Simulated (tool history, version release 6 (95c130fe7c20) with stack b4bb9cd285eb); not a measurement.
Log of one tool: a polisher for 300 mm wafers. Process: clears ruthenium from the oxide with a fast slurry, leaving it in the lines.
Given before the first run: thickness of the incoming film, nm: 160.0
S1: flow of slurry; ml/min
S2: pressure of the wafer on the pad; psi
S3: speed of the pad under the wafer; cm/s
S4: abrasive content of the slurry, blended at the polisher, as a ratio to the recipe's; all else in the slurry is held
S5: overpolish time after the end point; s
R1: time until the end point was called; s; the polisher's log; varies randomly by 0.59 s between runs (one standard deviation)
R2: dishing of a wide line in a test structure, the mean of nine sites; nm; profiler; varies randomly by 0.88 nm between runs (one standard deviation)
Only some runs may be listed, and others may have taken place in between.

run	hour	S1	S2	S3	S4	S5	R1	R2
1	0.0	295	2.2	94	1.00	21	54.607	42.833
2	7.5	295	2.3	94	1.00	23	53.100	46.441
3	13.5	295	2.4	94	1.00	25	51.062	51.944
4	22.3	295	2.5	94	1.00	26	49.814	54.199
5	24.5	295	2.5	94	0.85	26	51.751	52.276
6	25.0	295	2.6	94	0.85	27	50.448	55.514
7	32.0	295	3.0	94	0.85	32	44.614	69.080

Expected results for the next run?
8	39.3	295	3.0	94	0.85	33	?	?

Run 8 measured R1 43.473 s, R2 67.914 nm.
